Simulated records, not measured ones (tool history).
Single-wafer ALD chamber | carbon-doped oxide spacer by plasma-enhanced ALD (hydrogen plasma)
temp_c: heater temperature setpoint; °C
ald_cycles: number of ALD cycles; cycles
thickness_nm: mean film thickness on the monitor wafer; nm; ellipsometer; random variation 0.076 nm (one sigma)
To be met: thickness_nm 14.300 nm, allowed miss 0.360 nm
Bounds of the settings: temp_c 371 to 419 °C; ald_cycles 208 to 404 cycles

{"run": 1, "hour": 0.0, "temp_c": 395, "ald_cycles": 306, "thickness_nm": 17.461}
{"run": 2, "hour": 7.8, "temp_c": 395, "ald_cycles": 331, "thickness_nm": 18.973}
{"run": 3, "hour": 8.4, "temp_c": 395, "ald_cycles": 288, "thickness_nm": 16.625}
{"run": 4, "hour": 16.6, "temp_c": 399, "ald_cycles": 288, "thickness_nm": 16.332}
{"run": 5, "hour": 20.2, "temp_c": 408, "ald_cycles": 288, "thickness_nm": 15.83}
{"run": 6, "hour": 26.5, "temp_c": 408, "ald_cycles": 314, "thickness_nm": 17.276}
{"run": 7, "hour": 28.9, "temp_c": 409, "ald_cycles": 306, "thickness_nm": 16.871}
{"hour": 31.6, "done": "thermocouple changed; heater temperature recalibrated"}
{"run": 8, "hour": 31.6, "temp_c": 409, "ald_cycles": 299, "thickness_nm": 16.793}

5 next moves are on the table. One of them brings every result within its allowed miss. Which?
{"run": "A", "hour": 34.3, "temp_c": 403, "ald_cycles": 253, "thickness_nm": "?"}
{"run": "B", "hour": 34.3, "temp_c": 411, "ald_cycles": 319, "thickness_nm": "?"}
{"run": "C", "hour": 34.3, "temp_c": 407, "ald_cycles": 278, "thickness_nm": "?"}
{"run": "D", "hour": 34.3, "temp_c": 394, "ald_cycles": 323, "thickness_nm": "?"}
{"run": "E", "hour": 34.3, "temp_c": 410, "ald_cycles": 274, "thickness_nm": "?"}

move=A thickness_nm=14.464
move=B thickness_nm=17.850
move=C thickness_nm=15.724
move=D thickness_nm=18.579
move=E thickness_nm=15.373
A: meets every target
B: further off than the last run
C: nearer than the last run, and not there yet
D: further off than the last run
E: nearer than the last run, and not there yet
Move A is the one to make.

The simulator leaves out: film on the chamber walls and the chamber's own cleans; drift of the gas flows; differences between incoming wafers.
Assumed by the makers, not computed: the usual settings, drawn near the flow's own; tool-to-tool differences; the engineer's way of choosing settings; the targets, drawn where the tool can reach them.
